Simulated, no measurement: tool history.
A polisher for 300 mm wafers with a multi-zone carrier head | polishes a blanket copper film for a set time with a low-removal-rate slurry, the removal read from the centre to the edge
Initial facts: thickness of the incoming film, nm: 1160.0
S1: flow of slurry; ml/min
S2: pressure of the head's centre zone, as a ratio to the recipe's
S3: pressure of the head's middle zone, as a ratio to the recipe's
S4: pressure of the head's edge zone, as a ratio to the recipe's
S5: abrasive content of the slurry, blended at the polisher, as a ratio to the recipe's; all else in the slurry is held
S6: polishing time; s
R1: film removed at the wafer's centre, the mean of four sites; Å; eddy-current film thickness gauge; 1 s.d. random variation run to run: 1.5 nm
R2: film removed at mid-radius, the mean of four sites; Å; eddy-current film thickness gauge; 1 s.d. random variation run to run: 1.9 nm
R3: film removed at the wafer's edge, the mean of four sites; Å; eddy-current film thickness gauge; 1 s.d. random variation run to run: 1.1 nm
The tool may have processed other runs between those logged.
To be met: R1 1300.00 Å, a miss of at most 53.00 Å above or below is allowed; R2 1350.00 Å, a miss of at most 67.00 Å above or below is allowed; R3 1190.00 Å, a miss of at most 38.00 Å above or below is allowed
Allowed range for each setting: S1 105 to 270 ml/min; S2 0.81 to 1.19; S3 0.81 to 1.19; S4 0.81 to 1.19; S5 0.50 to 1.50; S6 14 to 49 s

Run 1, hour 0.0: S1 175 ml/min, S2 1.00, S3 1.00, S4 1.00, S5 1.00, S6 31 s. Result: R1 870.66 Å, R2 915.60 Å, R3 871.16 Å.
Run 2, hour 7.1: S1 185 ml/min, S2 1.03, S3 1.03, S4 1.02, S5 1.10, S6 32 s. Result: R1 967.63 Å, R2 977.88 Å, R3 940.52 Å.
Run 3, hour 9.6: S1 185 ml/min, S2 1.03, S3 1.03, S4 0.95, S5 1.10, S6 32 s. Result: R1 987.92 Å, R2 960.60 Å, R3 927.78 Å.
Run 4, hour 13.7: S1 190 ml/min, S2 1.03, S3 1.07, S4 0.95, S5 1.15, S6 33 s. Result: R1 1005.90 Å, R2 1061.60 Å, R3 945.25 Å.
Run 5, hour 15.6: S1 190 ml/min, S2 1.03, S3 1.07, S4 0.95, S5 1.15, S6 30 s. Result: R1 938.93 Å, R2 957.05 Å, R3 869.77 Å.
Run 6, hour 17.8: S1 160 ml/min, S2 1.03, S3 1.07, S4 0.95, S5 1.15, S6 30 s. Result: R1 877.20 Å, R2 950.34 Å, R3 853.52 Å.
Run 7, hour 24.5: S1 165 ml/min, S2 1.05, S3 1.09, S4 0.97, S5 1.25, S6 32 s. Result: R1 971.52 Å, R2 1037.00 Å, R3 932.52 Å.
Run 8, hour 31.1: S1 175 ml/min, S2 1.06, S3 1.11, S4 0.99, S5 1.30, S6 33 s. Result: R1 1048.20 Å, R2 1107.10 Å, R3 959.49 Å.
Run 9, hour 34.6: S1 180 ml/min, S2 1.06, S3 1.11, S4 0.99, S5 1.35, S6 34 s. Result: R1 1103.30 Å, R2 1148.30 Å, R3 1028.70 Å.
Run 10, hour 40.9: S1 190 ml/min, S2 1.06, S3 1.12, S4 1.00, S5 1.40, S6 35 s. Result: R1 1122.30 Å, R2 1216.10 Å, R3 1065.90 Å.
Run 11, hour 43.5: S1 195 ml/min, S2 1.07, S3 1.12, S4 1.01, S5 1.40, S6 36 s. Result: R1 1186.10 Å, R2 1264.00 Å, R3 1128.20 Å.
Run 12, hour 47.0: S1 205 ml/min, S2 1.08, S3 1.13, S4 1.01, S5 1.40, S6 36 s. Result: R1 1223.80 Å, R2 1268.30 Å, R3 1123.40 Å.
Run 13, hour 49.0: S1 210 ml/min, S2 1.08, S3 1.14, S4 1.02, S5 1.40, S6 36 s. Result: R1 1244.50 Å, R2 1298.70 Å, R3 1144.80 Å.
Run 14, hour 54.5: S1 215 ml/min, S2 1.08, S3 1.14, S4 1.02, S5 1.40, S6 36 s. Result: R1 1218.80 Å, R2 1298.00 Å, R3 1126.20 Å.
Run 15, hour 56.1: S1 215 ml/min, S2 1.09, S3 1.14, S4 1.03, S5 1.40, S6 36 s. Result: R1 1265.70 Å, R2 1285.80 Å, R3 1154.90 Å.
Run 16, hour 57.4: S1 215 ml/min, S2 1.09, S3 1.14, S4 1.03, S5 1.40, S6 36 s. Result: R1 1241.20 Å, R2 1286.50 Å, R3 1131.20 Å.

Below are 4 possible settings for the next run. Only one of them brings all results inside the allowed miss of their targets. Which is it?
Run A, hour 58.7: S1 225 ml/min, S2 1.11, S3 1.18, S4 1.09, S5 1.30, S6 37 s. Result: R1 ?, R2 ?, R3 ?.
Run B, hour 58.7: S1 180 ml/min, S2 1.01, S3 1.15, S4 0.97, S5 1.40, S6 39 s. Result: R1 ?, R2 ?, R3 ?.
Run C, hour 58.7: S1 235 ml/min, S2 1.17, S3 1.19, S4 0.98, S5 1.30, S6 34 s. Result: R1 ?, R2 ?, R3 ?.
Run D, hour 58.7: S1 205 ml/min, S2 0.98, S3 1.11, S4 1.09, S5 1.50, S6 36 s. Result: R1 ?, R2 ?, R3 ?.

move       R1       R2       R3
   A  1276.90  1363.90  1174.70
   B  1196.10  1381.10  1158.60
   C  1245.20  1269.60  1028.80
   D  1112.90  1282.00  1168.10
A: all results in spec
B: corrects the largest miss of the last run, while another result sits out of spec
C: its largest miss is bigger than the last run's
D: corrects the largest miss of the last run, while another result sits out of spec
Correct choice: A, which meets every target
